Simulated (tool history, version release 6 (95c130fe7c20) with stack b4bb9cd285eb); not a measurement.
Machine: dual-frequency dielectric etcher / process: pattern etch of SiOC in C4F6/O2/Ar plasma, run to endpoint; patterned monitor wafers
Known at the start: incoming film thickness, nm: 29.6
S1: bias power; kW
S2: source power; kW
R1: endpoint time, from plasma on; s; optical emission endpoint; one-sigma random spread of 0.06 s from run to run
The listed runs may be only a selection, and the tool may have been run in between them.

run    day     S1    S2      R1
  1      0  0.578  0.39  9.9961
  2  0.304  0.596  0.39  9.7172
  3  0.671  0.596  0.44  9.2194
  4  0.808  0.652  0.44   8.812
  5  1.142   0.58  0.44  9.2527
  6  1.417  0.588  0.44  9.2974

The next listed run, before its measurement:
  7  1.462  0.596  0.44   ?

R1: 9.2417 s
